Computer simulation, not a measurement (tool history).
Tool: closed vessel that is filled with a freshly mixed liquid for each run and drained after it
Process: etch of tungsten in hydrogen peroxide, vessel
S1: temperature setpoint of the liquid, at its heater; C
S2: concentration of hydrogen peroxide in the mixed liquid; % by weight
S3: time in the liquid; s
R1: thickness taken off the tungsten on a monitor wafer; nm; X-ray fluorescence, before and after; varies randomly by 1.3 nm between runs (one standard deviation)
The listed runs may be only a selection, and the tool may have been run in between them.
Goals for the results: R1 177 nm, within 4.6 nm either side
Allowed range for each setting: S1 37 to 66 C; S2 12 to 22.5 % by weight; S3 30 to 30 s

{"run": 1, "day": 0.0, "S1": 53, "S2": 15.5, "S3": 30, "R1": 95.437}
{"run": 2, "day": 0.288, "S1": 47.5, "S2": 15.5, "S3": 30, "R1": 69.305}
{"run": 3, "day": 0.6, "S1": 44.5, "S2": 15.5, "S3": 30, "R1": 57.461}
{"run": 4, "day": 0.792, "S1": 48.5, "S2": 15.5, "S3": 30, "R1": 73.084}
{"run": 5, "day": 0.992, "S1": 51.5, "S2": 15.5, "S3": 30, "R1": 87.469}
{"run": 6, "day": 1.042, "S1": 54, "S2": 15.5, "S3": 30, "R1": 102.58}
{"run": 7, "day": 1.233, "S1": 56, "S2": 15.5, "S3": 30, "R1": 115.64}
{"run": 8, "day": 1.433, "S1": 57.5, "S2": 15.5, "S3": 30, "R1": 125.88}
{"run": 9, "day": 1.775, "S1": 58.5, "S2": 15.5, "S3": 30, "R1": 132.25}

Exactly one of the 4 candidate moves below puts every result within its allowed miss. Which one?
{"run": "A", "day": 2.117, "S1": 64.5, "S2": 15.5, "S3": 30, "R1": "?"}
{"run": "B", "day": 2.117, "S1": 62.5, "S2": 17, "S3": 30, "R1": "?"}
{"run": "C", "day": 2.117, "S1": 62.5, "S2": 13, "S3": 30, "R1": "?"}
{"run": "D", "day": 2.117, "S1": 65.5, "S2": 13.5, "S3": 30, "R1": "?"}

move=A R1=186.02
move=B R1=174.06
move=C R1=152.21
move=D R1=183.57
A: takes the result that was furthest off past its target
B: every result lands within tolerance
C: better than the last run, though not everything is in spec
D: takes the result that was furthest off past its target
Move B is the one to make.
